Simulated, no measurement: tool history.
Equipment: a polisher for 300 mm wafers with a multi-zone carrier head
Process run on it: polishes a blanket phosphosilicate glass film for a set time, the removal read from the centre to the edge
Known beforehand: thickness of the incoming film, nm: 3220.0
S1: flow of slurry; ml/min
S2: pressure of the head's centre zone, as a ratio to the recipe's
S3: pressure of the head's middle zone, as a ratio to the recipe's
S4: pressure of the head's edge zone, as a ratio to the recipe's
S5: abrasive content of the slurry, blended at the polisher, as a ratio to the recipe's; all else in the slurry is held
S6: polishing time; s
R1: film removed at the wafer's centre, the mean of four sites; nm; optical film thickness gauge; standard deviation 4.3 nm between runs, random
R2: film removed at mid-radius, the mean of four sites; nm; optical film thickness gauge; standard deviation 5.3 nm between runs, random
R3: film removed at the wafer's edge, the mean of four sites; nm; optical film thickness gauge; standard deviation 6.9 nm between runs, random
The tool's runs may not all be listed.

run 1 hour=0.0 | S1=245 S2=1.00 S3=1.00 S4=1.00 S5=1.00 S6=79 | R1=587.95 R2=586.41 R3=591.02
run 2 hour=8.2 | S1=245 S2=1.00 S3=0.97 S4=1.00 S5=1.00 S6=79 | R1=613.12 R2=588.31 R3=574.47
run 3 hour=9.2 | S1=245 S2=0.93 S3=0.97 S4=1.00 S5=1.00 S6=79 | R1=563.68 R2=583.34 R3=571.23
run 4 hour=10.6 | S1=220 S2=0.92 S3=0.93 S4=1.06 S5=0.90 S6=79 | R1=537.34 R2=528.77 R3=565.59
run 5 hour=16.5 | S1=220 S2=0.92 S3=0.93 S4=1.06 S5=0.90 S6=62 | R1=413.62 R2=409.01 R3=435.99
run 6 hour=25.4 | S1=220 S2=0.92 S3=0.93 S4=1.06 S5=1.05 S6=62 | R1=439.92 R2=440.25 R3=475.79
run 7 hour=33.8 | S1=230 S2=0.94 S3=0.93 S4=1.08 S5=1.05 S6=62 | R1=456.59 R2=444.46 R3=479.93

Run 8 has not been measured yet. What should we expect?
run 8 hour=35.9 | S1=230 S2=0.95 S3=0.92 S4=1.11 S5=1.05 S6=62 | R1=? R2=? R3=?

Run 8 gave R1 463.95 nm, R2 428.14 nm, R3 478.70 nm.
